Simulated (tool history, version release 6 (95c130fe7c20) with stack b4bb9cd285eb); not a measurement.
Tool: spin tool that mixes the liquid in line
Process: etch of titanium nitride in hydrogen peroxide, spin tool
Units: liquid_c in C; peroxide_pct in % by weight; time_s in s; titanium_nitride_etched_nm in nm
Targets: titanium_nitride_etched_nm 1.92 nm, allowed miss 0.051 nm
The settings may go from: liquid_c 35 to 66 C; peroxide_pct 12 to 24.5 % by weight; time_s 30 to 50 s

{"run": 1, "hour": 0.0, "liquid_c": 51, "peroxide_pct": 16.5, "time_s": 50, "titanium_nitride_etched_nm": 1.3403}
{"run": 2, "hour": 2.0, "liquid_c": 52.5, "peroxide_pct": 16.5, "time_s": 50, "titanium_nitride_etched_nm": 1.4841}
{"run": 3, "hour": 3.7, "liquid_c": 53.5, "peroxide_pct": 16.5, "time_s": 50, "titanium_nitride_etched_nm": 1.6129}
{"run": 4, "hour": 5.0, "liquid_c": 50, "peroxide_pct": 16.5, "time_s": 50, "titanium_nitride_etched_nm": 1.2475}
{"run": 5, "hour": 10.0, "liquid_c": 52, "peroxide_pct": 16.5, "time_s": 50, "titanium_nitride_etched_nm": 1.4601}
{"run": 6, "hour": 18.4, "liquid_c": 52, "peroxide_pct": 19.5, "time_s": 50, "titanium_nitride_etched_nm": 1.5164}
{"run": 7, "hour": 22.9, "liquid_c": 53, "peroxide_pct": 19.5, "time_s": 50, "titanium_nitride_etched_nm": 1.6272}
{"run": 8, "hour": 26.5, "liquid_c": 53.5, "peroxide_pct": 19.5, "time_s": 50, "titanium_nitride_etched_nm": 1.6525}
{"run": 9, "hour": 29.5, "liquid_c": 54, "peroxide_pct": 19.5, "time_s": 50, "titanium_nitride_etched_nm": 1.7231}

4 next moves are on the table. One of them brings every result within its allowed miss. Which?
{"run": "A", "hour": 32.5, "liquid_c": 56.5, "peroxide_pct": 17.5, "time_s": 50, "titanium_nitride_etched_nm": "?"}
{"run": "B", "hour": 32.5, "liquid_c": 55.5, "peroxide_pct": 19.5, "time_s": 50, "titanium_nitride_etched_nm": "?"}
{"run": "C", "hour": 32.5, "liquid_c": 57, "peroxide_pct": 17, "time_s": 50, "titanium_nitride_etched_nm": "?"}
{"run": "D", "hour": 32.5, "liquid_c": 56, "peroxide_pct": 22.5, "time_s": 50, "titanium_nitride_etched_nm": "?"}

move=A titanium_nitride_etched_nm=2.0201
move=B titanium_nitride_etched_nm=1.9282
move=C titanium_nitride_etched_nm=2.0785
move=D titanium_nitride_etched_nm=2.059
A: takes the result that was furthest off past its target
B: meets every target
C: takes the result that was furthest off past its target
D: takes the result that was furthest off past its target
The right move is B.

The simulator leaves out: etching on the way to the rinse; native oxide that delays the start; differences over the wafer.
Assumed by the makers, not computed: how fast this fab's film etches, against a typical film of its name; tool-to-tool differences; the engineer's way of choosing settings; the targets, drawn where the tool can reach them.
